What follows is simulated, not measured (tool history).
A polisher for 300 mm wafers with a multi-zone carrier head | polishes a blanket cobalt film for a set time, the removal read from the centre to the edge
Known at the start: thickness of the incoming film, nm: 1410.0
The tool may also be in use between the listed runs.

run	hour	flow of slurry (ml/min)	pressure of the head's centre zone	pressure of the head's middle zone	pressure of the head's edge zone	polishing time (s)	film removed at the wafer's centre (angstrom)	film removed at mid-radius (angstrom)	film removed at the wafer's edge (angstrom)
1	0.0	295	1.00	1.00	1.00	48	1322.70	1342.10	1331.80
2	1.1	295	1.00	1.00	1.07	48	1353.10	1329.30	1369.10
3	8.9	295	0.96	1.00	1.07	48	1285.40	1330.20	1346.40
4	13.5	315	1.02	1.05	1.02	42	1209.20	1213.70	1168.70
5	14.9	325	1.05	1.09	0.99	38	1126.40	1099.90	1037.70
6	15.7	325	1.05	1.16	0.99	38	1123.60	1212.20	1036.10
7	16.8	325	1.07	1.16	0.96	36	1065.80	1147.70	975.91
8	21.6	330	1.10	1.16	0.93	35	1072.90	1097.80	938.88
9	28.2	330	1.11	1.16	0.90	34	1078.20	1057.70	899.41
10	31.7	295	1.07	1.16	0.81	32	962.90	1017.60	796.89
11	38.8	300	1.08	1.16	0.82	32	956.18	1017.60	795.30
12	42.7	310	1.09	1.16	0.83	32	981.50	999.66	799.69

Run 13 comes next. What will it give?
13	51.4	330	1.10	1.16	0.88	33	?	?	?

Run 13 gave film removed at the wafer's centre (angstrom) 1027.20, film removed at mid-radius (angstrom) 1036.20, film removed at the wafer's edge (angstrom) 866.37.

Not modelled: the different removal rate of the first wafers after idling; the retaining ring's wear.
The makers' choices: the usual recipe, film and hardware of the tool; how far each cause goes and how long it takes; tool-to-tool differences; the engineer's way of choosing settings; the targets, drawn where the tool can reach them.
